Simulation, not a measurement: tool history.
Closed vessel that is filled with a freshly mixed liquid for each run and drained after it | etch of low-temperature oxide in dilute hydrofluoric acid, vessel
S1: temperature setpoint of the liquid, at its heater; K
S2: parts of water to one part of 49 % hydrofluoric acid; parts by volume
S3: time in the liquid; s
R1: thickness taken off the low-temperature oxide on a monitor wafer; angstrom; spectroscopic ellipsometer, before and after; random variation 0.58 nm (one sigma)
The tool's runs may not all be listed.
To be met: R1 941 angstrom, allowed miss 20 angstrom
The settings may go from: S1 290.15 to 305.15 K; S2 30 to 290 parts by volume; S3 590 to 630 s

run	hour	S1	S2	S3	R1
1	0	297.15	160	590	502.05
2	6.1	299.15	150	590	575.24
3	14.6	300.65	140	590	666.11
4	15.4	297.65	140	590	589.5
5	22.4	297.65	85	590	1037.7
6	24.2	296.65	85	590	1011.2
7	30.7	296.15	85	590	994.09
8	38.3	295.65	85	590	963.98

4 next moves are on the table. One of them brings every result within its allowed miss. Which?
A	45.9	293.65	80	620	?
B	45.9	293.65	85	630	?
C	45.9	296.65	90	620	?
D	45.9	296.15	85	595	?

move	R1
A	1005.3
B	955.88
C	997.82
D	999.85
A: further off than the last run
B: meets every target
C: further off than the last run
D: further off than the last run
Answer: B

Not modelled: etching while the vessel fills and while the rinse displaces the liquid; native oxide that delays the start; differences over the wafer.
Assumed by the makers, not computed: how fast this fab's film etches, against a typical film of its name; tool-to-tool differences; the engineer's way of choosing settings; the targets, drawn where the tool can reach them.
